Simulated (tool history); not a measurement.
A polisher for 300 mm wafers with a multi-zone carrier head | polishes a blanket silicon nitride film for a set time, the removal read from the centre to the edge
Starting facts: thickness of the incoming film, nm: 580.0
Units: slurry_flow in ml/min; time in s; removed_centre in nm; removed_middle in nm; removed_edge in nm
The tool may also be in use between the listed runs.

run  hour  slurry_flow  centre_zone  middle_zone  edge_zone  time  removed_centre  removed_middle  removed_edge
  1     0          240            1            1          1    31          49.474          46.714        47.946
  2   7.5          240            1            1       1.08    31          49.322          47.444        50.038
  3  13.6          250         0.96         1.02       1.11    33          50.379          51.908        53.321
  4  14.1          240         0.92         1.02       1.13    36          52.501          57.366        58.832
  5  22.9          240         0.92         1.02       1.13    33          48.124           51.37        54.111
  6  30.4          240         0.92         1.02       1.04    33          48.032          51.703        51.531
  7  32.9          240          0.9         1.02       1.08    36           51.99          56.633        57.328
  8  37.3          240          0.9         1.02       1.08    36          51.221          55.838        57.586

Forecast run 9:
  9  42.1          245         0.89         1.03       1.11    38               ?               ?             ?

Run 9 yielded removed_centre 54.289 nm, removed_middle 60.413 nm, removed_edge 61.921 nm.

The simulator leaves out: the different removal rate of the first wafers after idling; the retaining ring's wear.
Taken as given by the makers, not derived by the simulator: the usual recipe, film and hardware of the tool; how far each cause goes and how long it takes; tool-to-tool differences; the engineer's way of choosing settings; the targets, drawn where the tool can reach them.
